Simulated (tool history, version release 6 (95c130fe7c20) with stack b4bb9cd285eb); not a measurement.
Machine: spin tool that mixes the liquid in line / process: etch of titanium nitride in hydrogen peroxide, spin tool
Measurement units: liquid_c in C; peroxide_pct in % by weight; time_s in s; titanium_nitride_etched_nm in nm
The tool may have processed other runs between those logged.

| run | hour | liquid_c | peroxide_pct | time_s | titanium_nitride_etched_nm |
|---|---|---|---|---|---|
| 1 | 0 | 57 | 19 | 65 | 2.7692 |
| 2 | 5.2 | 59 | 20 | 65 | 3.24 |
| 3 | 9.2 | 56 | 20 | 65 | 2.6436 |
| 4 | 16.9 | 58.5 | 20.5 | 65 | 3.1283 |
| 5 | 22 | 58.5 | 17 | 65 | 3.0532 |
| 6 | 27 | 60.5 | 18.5 | 65 | 3.5293 |
|  | 35 | new drum of peroxide connected |
| 7 | 35 | 62 | 20 | 65 | 3.9994 |
| 8 | 42.7 | 63 | 20.5 | 65 | 4.3103 |
| 9 | 47.2 | 63.5 | 21 | 65 | 4.5021 |

Expected results for the next run?
| 10 | 52.8 | 64 | 21 | 65 | ? |

{"run 10": {"titanium_nitride_etched_nm": 4.5923}}
